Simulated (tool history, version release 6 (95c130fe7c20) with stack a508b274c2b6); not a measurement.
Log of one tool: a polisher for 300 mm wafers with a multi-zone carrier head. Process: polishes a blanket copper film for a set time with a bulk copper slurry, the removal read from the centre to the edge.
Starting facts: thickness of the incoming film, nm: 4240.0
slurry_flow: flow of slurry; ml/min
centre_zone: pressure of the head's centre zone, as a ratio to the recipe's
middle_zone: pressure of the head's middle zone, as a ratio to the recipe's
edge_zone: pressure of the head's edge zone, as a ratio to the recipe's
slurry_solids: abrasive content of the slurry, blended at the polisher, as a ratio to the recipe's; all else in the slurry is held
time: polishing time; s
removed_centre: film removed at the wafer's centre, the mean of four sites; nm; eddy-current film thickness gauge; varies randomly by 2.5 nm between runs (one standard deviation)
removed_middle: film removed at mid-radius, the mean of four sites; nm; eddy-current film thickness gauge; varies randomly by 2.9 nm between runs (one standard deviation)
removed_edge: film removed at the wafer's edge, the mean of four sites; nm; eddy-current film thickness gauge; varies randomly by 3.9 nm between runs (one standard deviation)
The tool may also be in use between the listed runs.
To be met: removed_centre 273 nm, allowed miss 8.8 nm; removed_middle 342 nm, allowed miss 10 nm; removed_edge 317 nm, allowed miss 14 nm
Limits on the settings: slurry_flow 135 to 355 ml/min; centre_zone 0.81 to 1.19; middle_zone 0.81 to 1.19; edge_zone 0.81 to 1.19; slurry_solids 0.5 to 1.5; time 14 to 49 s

| run | hour | slurry_flow | centre_zone | middle_zone | edge_zone | slurry_solids | time | removed_centre | removed_middle | removed_edge |
|---|---|---|---|---|---|---|---|---|---|---|
| 1 | 0 | 225 | 1 | 1 | 1 | 1 | 31 | 394.63 | 378.15 | 382.95 |
| 2 | 6.2 | 215 | 0.96 | 1.01 | 0.98 | 0.9 | 31 | 354.15 | 371.84 | 369.02 |
| 3 | 7.3 | 215 | 0.96 | 1.01 | 0.98 | 0.75 | 31 | 349.31 | 355.73 | 357.72 |
| 4 | 15.9 | 215 | 0.96 | 1.01 | 0.98 | 0.75 | 27 | 299.34 | 304.68 | 302.87 |
| 5 | 20.3 | 215 | 0.96 | 1.01 | 0.98 | 0.65 | 27 | 288.6 | 299.34 | 301.87 |
| 6 | 21.2 | 220 | 0.94 | 1.03 | 0.99 | 0.65 | 27 | 281.61 | 304.59 | 299.53 |
| 7 | 27.7 | 220 | 0.94 | 1.03 | 0.99 | 0.65 | 27 | 286.23 | 303.97 | 302.68 |
| 8 | 31.7 | 225 | 0.92 | 1.05 | 1 | 0.65 | 27 | 280.56 | 307.6 | 302.07 |
| 9 | 40.5 | 225 | 0.9 | 1.07 | 1.01 | 0.65 | 27 | 272 | 319.59 | 303.34 |
| 10 | 48.6 | 230 | 0.9 | 1.08 | 1.02 | 0.65 | 27 | 275.36 | 326.5 | 310.34 |
| 11 | 52.7 | 235 | 0.9 | 1.09 | 1.02 | 0.65 | 27 | 275.33 | 321.8 | 305.05 |
| 12 | 53.4 | 235 | 0.89 | 1.1 | 1.03 | 0.65 | 27 | 272.13 | 323.38 | 310.49 |
| 13 | 56.4 | 235 | 0.89 | 1.11 | 1.03 | 0.65 | 27 | 273.25 | 330.49 | 307.72 |
| 14 | 59.3 | 235 | 0.89 | 1.12 | 1.04 | 0.65 | 27 | 270.76 | 328.51 | 310.52 |

Exactly one of the 5 candidate moves below puts every result within its allowed miss. Which one?
| A | 62.2 | 230 | 0.95 | 1.1 | 1.01 | 0.65 | 26 | ? | ? | ? |
| B | 62.2 | 240 | 0.87 | 1.07 | 1.19 | 0.5 | 28 | ? | ? | ? |
| C | 62.2 | 210 | 0.87 | 1.05 | 0.98 | 0.65 | 28 | ? | ? | ? |
| D | 62.2 | 235 | 0.88 | 1.18 | 0.88 | 0.8 | 26 | ? | ? | ? |
| E | 62.2 | 310 | 0.81 | 1.04 | 0.91 | 0.85 | 27 | ? | ? | ? |

| move | removed_centre | removed_middle | removed_edge |
|---|---|---|---|
| A | 277.77 | 313.2 | 299.19 |
| B | 259.17 | 311.79 | 330.58 |
| C | 269.64 | 320.06 | 314.72 |
| D | 270.86 | 350.33 | 294.88 |
| E | 271.55 | 341.93 | 323.6 |
A: its largest miss is bigger than the last run's
B: its largest miss is bigger than the last run's
C: its largest miss is bigger than the last run's
D: brings the last run's worst result on target, with another outside its allowed miss
E: every result lands within tolerance
Answer: E
